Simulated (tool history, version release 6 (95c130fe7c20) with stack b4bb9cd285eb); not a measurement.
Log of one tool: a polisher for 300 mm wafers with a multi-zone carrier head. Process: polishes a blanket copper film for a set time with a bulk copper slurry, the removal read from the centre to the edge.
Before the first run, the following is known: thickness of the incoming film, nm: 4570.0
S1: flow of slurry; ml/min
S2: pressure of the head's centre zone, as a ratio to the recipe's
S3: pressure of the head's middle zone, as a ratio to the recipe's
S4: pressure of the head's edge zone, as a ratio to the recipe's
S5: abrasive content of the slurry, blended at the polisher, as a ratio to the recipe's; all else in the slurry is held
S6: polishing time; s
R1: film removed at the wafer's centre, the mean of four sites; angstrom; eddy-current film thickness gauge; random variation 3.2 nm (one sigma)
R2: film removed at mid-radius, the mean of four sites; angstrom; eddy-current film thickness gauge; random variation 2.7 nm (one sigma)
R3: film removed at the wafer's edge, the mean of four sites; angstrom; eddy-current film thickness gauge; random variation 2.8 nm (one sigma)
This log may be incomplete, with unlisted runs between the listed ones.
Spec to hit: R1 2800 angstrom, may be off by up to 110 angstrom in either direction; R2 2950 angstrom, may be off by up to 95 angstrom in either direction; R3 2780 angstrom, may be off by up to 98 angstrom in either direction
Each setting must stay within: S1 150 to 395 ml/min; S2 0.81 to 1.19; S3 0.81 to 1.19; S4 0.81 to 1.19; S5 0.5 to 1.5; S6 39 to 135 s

| run | hour | S1 | S2 | S3 | S4 | S5 | S6 | R1 | R2 | R3 |
|---|---|---|---|---|---|---|---|---|---|---|
| 1 | 0 | 250 | 1 | 1 | 1 | 1 | 87 | 5078.2 | 5171.8 | 5005.2 |
| 2 | 2.7 | 245 | 0.99 | 0.99 | 0.98 | 0.9 | 80 | 4618.3 | 4650.3 | 4314.5 |
| 3 | 7.3 | 235 | 0.96 | 0.97 | 0.99 | 0.85 | 76 | 4145.4 | 4303.4 | 4182.8 |
| 4 | 15.6 | 235 | 0.94 | 0.95 | 0.97 | 0.8 | 72 | 3792.7 | 4013.2 | 3829.7 |
| 5 | 21.3 | 230 | 0.93 | 0.93 | 0.95 | 0.75 | 70 | 3607.9 | 3833.9 | 3655.6 |
| 6 | 26.7 | 225 | 0.92 | 0.91 | 0.93 | 0.7 | 68 | 3441 | 3554 | 3475.5 |
| 7 | 28.8 | 225 | 0.91 | 0.91 | 0.91 | 0.65 | 66 | 3253.7 | 3433.2 | 3323.4 |
| 8 | 35.3 | 225 | 0.91 | 0.91 | 0.9 | 0.6 | 64 | 3087 | 3276.5 | 3202.1 |
| 9 | 37.7 | 225 | 0.92 | 0.91 | 0.88 | 0.6 | 63 | 3038.8 | 3283.6 | 3097.5 |
| 10 | 46.4 | 220 | 0.92 | 0.9 | 0.87 | 0.6 | 62 | 3006.7 | 3130 | 2971.9 |
| 11 | 47.9 | 220 | 0.92 | 0.9 | 0.87 | 0.6 | 62 | 3009.8 | 3140.2 | 3022.8 |
| 12 | 48.7 | 215 | 0.92 | 0.9 | 0.86 | 0.6 | 62 | 3066 | 3143.3 | 3069.1 |
| 13 | 53.4 | 225 | 0.92 | 0.9 | 0.85 | 0.6 | 61 | 2941.7 | 3117.5 | 2957.6 |
| 14 | 57 | 225 | 0.92 | 0.9 | 0.84 | 0.6 | 61 | 3011.6 | 3117.4 | 2897.3 |
| 15 | 65.5 | 225 | 0.92 | 0.9 | 0.84 | 0.6 | 61 | 2996.1 | 3111 | 2962.6 |
|  | 73.8 | edge zone pressure recalibrated |
| 16 | 73.8 | 225 | 0.92 | 0.9 | 0.83 | 0.6 | 61 | 3001.2 | 3140.2 | 3000.5 |
| 17 | 79.1 | 220 | 0.92 | 0.9 | 0.83 | 0.6 | 61 | 3015 | 3131.9 | 2985.7 |
| 18 | 82.3 | 220 | 0.92 | 0.9 | 0.83 | 0.6 | 61 | 3018.5 | 3110.7 | 2991.4 |
| 19 | 89.9 | 225 | 0.92 | 0.9 | 0.83 | 0.6 | 61 | 3017.2 | 3111.4 | 2998.8 |
| 20 | 95.1 | 225 | 0.92 | 0.9 | 0.83 | 0.6 | 61 | 3015.7 | 3068.4 | 3013.5 |
| 21 | 102.2 | 215 | 0.92 | 0.9 | 0.83 | 0.6 | 61 | 2975.9 | 3090.5 | 3033.7 |
| 22 | 108.9 | 220 | 0.91 | 0.89 | 0.83 | 0.6 | 61 | 2988.5 | 3051.6 | 3054.3 |
| 23 | 113.3 | 215 | 0.92 | 0.89 | 0.83 | 0.55 | 60 | 2889.1 | 2993.1 | 2967.8 |
| 24 | 116.6 | 225 | 0.92 | 0.89 | 0.83 | 0.55 | 60 | 2893.6 | 3010.6 | 2966.9 |
| 25 | 120.3 | 220 | 0.92 | 0.89 | 0.83 | 0.55 | 60 | 2926.1 | 2995.6 | 2900.5 |

Next run, 4 choices. One meets every target within its allowed miss, the rest don't. Which?
| A | 124 | 200 | 0.81 | 0.91 | 0.85 | 0.7 | 60 | ? | ? | ? |
| B | 124 | 250 | 0.86 | 0.95 | 0.82 | 0.6 | 60 | ? | ? | ? |
| C | 124 | 180 | 0.86 | 0.97 | 0.86 | 0.65 | 56 | ? | ? | ? |
| D | 124 | 215 | 0.93 | 0.93 | 0.83 | 0.6 | 56 | ? | ? | ? |

| move | R1 | R2 | R3 |
|---|---|---|---|
| A | 2617.1 | 3129.3 | 3038.9 |
| B | 2809.5 | 3243.6 | 2991.6 |
| C | 2522.5 | 2967 | 2787.8 |
| D | 2776.4 | 2928.7 | 2768.5 |
A: lands further from the targets than the last run did
B: lands further from the targets than the last run did
C: meets the target for the result that was furthest off, but another lies outside its allowed miss
D: each result inside its tolerance
D is the move that brings every result within its allowed miss.

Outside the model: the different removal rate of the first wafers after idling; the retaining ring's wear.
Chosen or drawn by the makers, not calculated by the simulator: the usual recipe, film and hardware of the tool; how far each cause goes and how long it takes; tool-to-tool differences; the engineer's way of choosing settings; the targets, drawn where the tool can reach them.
